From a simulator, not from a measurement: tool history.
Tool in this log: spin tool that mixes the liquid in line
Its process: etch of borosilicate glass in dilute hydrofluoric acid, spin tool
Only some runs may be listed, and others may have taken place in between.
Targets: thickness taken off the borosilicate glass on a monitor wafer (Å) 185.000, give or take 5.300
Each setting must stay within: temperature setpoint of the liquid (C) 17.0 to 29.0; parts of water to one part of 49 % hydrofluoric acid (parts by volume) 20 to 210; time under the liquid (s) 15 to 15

run,hour,temperature setpoint of the liquid (C),parts of water to one part of 49 % hydrofluoric acid (parts by volume),time under the liquid (s),thickness taken off the borosilicate glass on a monitor wafer (Å)
1,0.0,21.0,115,15,64.437
2,8.0,21.0,115,15,64.776
3,15.7,22.0,105,15,73.787
4,18.6,23.0,95,15,87.303
5,25.5,21.5,95,15,81.182
6,26.9,20.0,95,15,76.046
7,35.3,21.0,90,15,84.505
8,41.6,22.0,85,15,93.643
9,45.3,26.0,40,15,252.510
10,47.4,25.5,40,15,246.070
11,49.9,25.0,40,15,240.650
12,55.9,24.5,40,15,233.600
13,62.9,20.5,40,15,198.590

Pick the move, out of 4, that brings all results within their allowed miss; only one does.
A,69.9,17.0,40,15,?
B,69.9,20.5,45,15,?
C,69.9,21.5,45,15,?
D,69.9,23.0,50,15,?

move,thickness taken off the borosilicate glass on a monitor wafer (Å)
A,170.780
B,175.500
C,183.080
D,174.330
A: takes the result that was furthest off past its target
B: takes the result that was furthest off past its target
C: all results in spec
D: takes the result that was furthest off past its target
Correct choice: C, which meets every target
